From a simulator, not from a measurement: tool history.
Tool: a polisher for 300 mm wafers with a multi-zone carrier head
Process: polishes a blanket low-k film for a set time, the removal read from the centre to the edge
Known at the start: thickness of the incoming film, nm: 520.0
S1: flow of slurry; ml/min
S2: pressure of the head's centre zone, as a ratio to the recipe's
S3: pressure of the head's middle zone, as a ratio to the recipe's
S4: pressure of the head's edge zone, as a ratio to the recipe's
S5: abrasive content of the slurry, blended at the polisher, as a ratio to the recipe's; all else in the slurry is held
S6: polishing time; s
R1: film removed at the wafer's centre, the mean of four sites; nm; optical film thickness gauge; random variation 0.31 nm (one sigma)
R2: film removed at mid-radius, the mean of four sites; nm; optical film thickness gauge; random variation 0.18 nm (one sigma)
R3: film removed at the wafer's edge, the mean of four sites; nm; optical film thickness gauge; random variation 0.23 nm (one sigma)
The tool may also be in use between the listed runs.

run 1 hour=0 | S1=150 S2=1 S3=1 S4=1 S5=1 S6=54 | R1=17.464 R2=17.86 R3=17.671
run 2 hour=6.8 | S1=160 S2=1.03 S3=1.02 S4=0.99 S5=1 S6=54 | R1=18.173 R2=18.337 R3=17.262
run 3 hour=15.6 | S1=160 S2=1.06 S3=1.02 S4=0.99 S5=1 S6=54 | R1=18.936 R2=18.306 R3=17.539
run 4 hour=19.9 | S1=160 S2=1.06 S3=1.02 S4=0.96 S5=1 S6=54 | R1=18.974 R2=18.442 R3=17.713
run 5 hour=27.5 | S1=185 S2=1.06 S3=1.02 S4=0.96 S5=1 S6=54 | R1=19.621 R2=18.623 R3=17.493
run 6 hour=33.3 | S1=185 S2=1.06 S3=1.02 S4=0.96 S5=0.9 S6=54 | R1=18.169 R2=18.363 R3=16.499
run 7 hour=39.9 | S1=185 S2=1.08 S3=1.03 S4=0.96 S5=0.95 S6=54 | R1=19.459 R2=18.804 R3=17.254
run 8 hour=47.1 | S1=190 S2=1.09 S3=1.04 S4=0.96 S5=0.95 S6=54 | R1=19.934 R2=19.059 R3=16.752

The next listed run, before its measurement:
run 9 hour=54.7 | S1=190 S2=1.09 S3=1.05 S4=0.96 S5=1 S6=54 | R1=? R2=? R3=?

{"run 9": {"R1": 20.518, "R2": 19.477, "R3": 17.559}}

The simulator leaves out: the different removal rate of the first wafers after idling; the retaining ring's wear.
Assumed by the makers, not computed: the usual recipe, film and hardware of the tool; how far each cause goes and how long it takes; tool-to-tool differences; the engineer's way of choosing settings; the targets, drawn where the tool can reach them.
